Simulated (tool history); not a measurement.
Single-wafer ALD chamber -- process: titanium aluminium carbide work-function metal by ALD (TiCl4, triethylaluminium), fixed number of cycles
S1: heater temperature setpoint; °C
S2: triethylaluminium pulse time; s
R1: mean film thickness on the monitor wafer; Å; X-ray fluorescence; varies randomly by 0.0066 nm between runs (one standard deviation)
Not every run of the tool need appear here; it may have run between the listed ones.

Run 1, hour 0.0: S1 305 °C, S2 8.93 s. Result: R1 20.695 Å.
Run 2, hour 7.6: S1 298 °C, S2 8.93 s. Result: R1 20.115 Å.
Run 3, hour 12.9: S1 294 °C, S2 8.49 s. Result: R1 19.753 Å.
Run 4, hour 13.7: S1 294 °C, S2 9.88 s. Result: R1 19.945 Å.
Run 5, hour 17.0: S1 285 °C, S2 9.88 s. Result: R1 19.389 Å.
Run 6, hour 18.6: S1 285 °C, S2 8.80 s. Result: R1 19.049 Å.

Expected results for the next run?
Run 7, hour 19.9: S1 284 °C, S2 8.45 s. Result: R1 ?.

{"run 7": {"R1": 18.784}}
